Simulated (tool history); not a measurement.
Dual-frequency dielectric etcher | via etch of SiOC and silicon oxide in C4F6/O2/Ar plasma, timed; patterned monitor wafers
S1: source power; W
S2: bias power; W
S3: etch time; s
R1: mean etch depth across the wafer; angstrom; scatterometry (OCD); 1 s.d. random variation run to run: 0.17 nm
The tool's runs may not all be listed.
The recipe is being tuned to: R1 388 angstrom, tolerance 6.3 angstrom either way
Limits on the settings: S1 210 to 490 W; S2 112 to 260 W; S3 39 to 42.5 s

{"run": 1, "hour": 0.0, "S1": 350, "S2": 186, "S3": 42.5, "R1": 455.54}
{"run": 2, "hour": 2.1, "S1": 350, "S2": 186, "S3": 42.5, "R1": 449.68}
{"run": 3, "hour": 10.2, "S1": 350, "S2": 203, "S3": 42.5, "R1": 461.8}
{"run": 4, "hour": 14.3, "S1": 320, "S2": 197, "S3": 42.5, "R1": 446.45}
{"run": 5, "hour": 21.7, "S1": 300, "S2": 190, "S3": 42.5, "R1": 431.54}
{"run": 6, "hour": 28.0, "S1": 280, "S2": 187, "S3": 42.5, "R1": 416.76}
{"run": 7, "hour": 28.7, "S1": 270, "S2": 186, "S3": 42.5, "R1": 414.39}
{"run": 8, "hour": 33.8, "S1": 260, "S2": 185, "S3": 42.5, "R1": 414.07}
{"run": 9, "hour": 38.2, "S1": 250, "S2": 181, "S3": 42.5, "R1": 399.59}

Below are 5 possible settings for the next run. Only one of them brings all results inside the allowed miss of their targets. Which is it?
{"run": "A", "hour": 42.6, "S1": 210, "S2": 219, "S3": 40.5, "R1": "?"}
{"run": "B", "hour": 42.6, "S1": 260, "S2": 194, "S3": 41, "R1": "?"}
{"run": "C", "hour": 42.6, "S1": 230, "S2": 171, "S3": 41, "R1": "?"}
{"run": "D", "hour": 42.6, "S1": 300, "S2": 168, "S3": 41, "R1": "?"}
{"run": "E", "hour": 42.6, "S1": 300, "S2": 153, "S3": 42.5, "R1": "?"}

move=A R1=386.33
move=B R1=401.13
move=C R1=371.7
move=D R1=401.5
move=E R1=404.88
A: every result within its allowed miss
B: lands further from the targets than the last run did
C: the result that was furthest off in the last run now lies on the other side of its target
D: lands further from the targets than the last run did
E: lands further from the targets than the last run did
The move that meets every target is A.
